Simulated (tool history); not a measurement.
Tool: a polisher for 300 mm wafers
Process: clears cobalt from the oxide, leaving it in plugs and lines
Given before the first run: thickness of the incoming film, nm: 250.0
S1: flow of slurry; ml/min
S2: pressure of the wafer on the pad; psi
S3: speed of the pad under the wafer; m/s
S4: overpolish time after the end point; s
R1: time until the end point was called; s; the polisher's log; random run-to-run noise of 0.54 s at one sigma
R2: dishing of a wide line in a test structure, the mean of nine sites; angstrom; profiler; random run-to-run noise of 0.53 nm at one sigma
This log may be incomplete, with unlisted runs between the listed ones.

Run 1, hour 0.0: S1 205 ml/min, S2 1.9 psi, S3 0.86 m/s, S4 18 s. Result: R1 69.670 s, R2 486.38 angstrom.
Run 2, hour 1.8: S1 205 ml/min, S2 1.9 psi, S3 0.86 m/s, S4 13 s. Result: R1 72.186 s, R2 389.28 angstrom.
Run 3, hour 3.4: S1 205 ml/min, S2 2.1 psi, S3 0.86 m/s, S4 13 s. Result: R1 64.376 s, R2 418.23 angstrom.
Run 4, hour 10.2: S1 205 ml/min, S2 2.2 psi, S3 0.86 m/s, S4 13 s. Result: R1 62.064 s, R2 428.00 angstrom.
Run 5, hour 13.3: S1 205 ml/min, S2 2.3 psi, S3 0.86 m/s, S4 13 s. Result: R1 59.623 s, R2 438.74 angstrom.
Run 6, hour 20.3: S1 205 ml/min, S2 2.4 psi, S3 0.86 m/s, S4 13 s. Result: R1 56.127 s, R2 446.51 angstrom.

Expected results for the next run?
Run 7, hour 21.6: S1 205 ml/min, S2 2.4 psi, S3 0.86 m/s, S4 13 s. Result: R1 ?, R2 ?.

R1: 57.224 s
R2: 449.43 angstrom

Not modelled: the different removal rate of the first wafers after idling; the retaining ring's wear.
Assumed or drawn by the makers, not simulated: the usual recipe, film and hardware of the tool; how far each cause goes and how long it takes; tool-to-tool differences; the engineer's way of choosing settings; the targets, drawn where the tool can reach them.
